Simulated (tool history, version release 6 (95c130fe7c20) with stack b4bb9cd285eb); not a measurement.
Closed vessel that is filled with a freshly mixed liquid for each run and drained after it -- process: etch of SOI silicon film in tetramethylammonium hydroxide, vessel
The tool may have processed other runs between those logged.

| run | hour | temperature setpoint of the liquid (°C) | concentration of hydroxide in the mixed liquid (% by weight) | time in the liquid (s) | thickness taken off the SOI silicon film on a monitor wafer (nm) |
|---|---|---|---|---|---|
| 1 | 0.0 | 64.0 | 9.5 | 90 | 472.42 |
| 2 | 5.5 | 64.0 | 9.5 | 100 | 530.60 |
| 3 | 13.9 | 64.0 | 11.5 | 100 | 503.15 |
| 4 | 20.1 | 64.0 | 11.5 | 90 | 446.18 |
| 5 | 21.6 | 64.0 | 9.5 | 90 | 481.28 |
| 6 | 28.2 | 64.0 | 9.5 | 100 | 534.48 |
| 7 | 35.7 | 62.5 | 9.5 | 100 | 486.02 |
| 8 | 36.4 | 61.5 | 9.5 | 100 | 461.18 |

The next listed run, before its measurement:
| 9 | 44.7 | 60.5 | 9.5 | 100 | ? |

Run 9 produced thickness taken off the SOI silicon film on a monitor wafer (nm) 428.68.
